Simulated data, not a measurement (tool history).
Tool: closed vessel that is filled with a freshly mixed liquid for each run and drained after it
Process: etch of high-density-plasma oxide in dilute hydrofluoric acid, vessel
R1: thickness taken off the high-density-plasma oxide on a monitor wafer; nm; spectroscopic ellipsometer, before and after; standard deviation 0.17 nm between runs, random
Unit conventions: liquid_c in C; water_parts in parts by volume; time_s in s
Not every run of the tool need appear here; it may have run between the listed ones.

run 1 day=0 | liquid_c=21 water_parts=185 time_s=515 | R1=10.564
run 2 day=0.246 | liquid_c=23 water_parts=165 time_s=515 | R1=13.341
run 3 day=0.458 | liquid_c=23 water_parts=210 time_s=515 | R1=9.8588
run 4 day=0.675 | liquid_c=23 water_parts=210 time_s=515 | R1=9.8031
run 5 day=1.017 | liquid_c=24.5 water_parts=185 time_s=515 | R1=12.119
run 6 day=1.321 | liquid_c=23 water_parts=185 time_s=515 | R1=11.425
run 7 day=1.517 | liquid_c=24.5 water_parts=165 time_s=515 | R1=13.922

Run 8, settings as shown, results not yet in. Your forecast:
run 8 day=1.862 | liquid_c=25.5 water_parts=150 time_s=515 | R1=?

R1: 16.388 nm
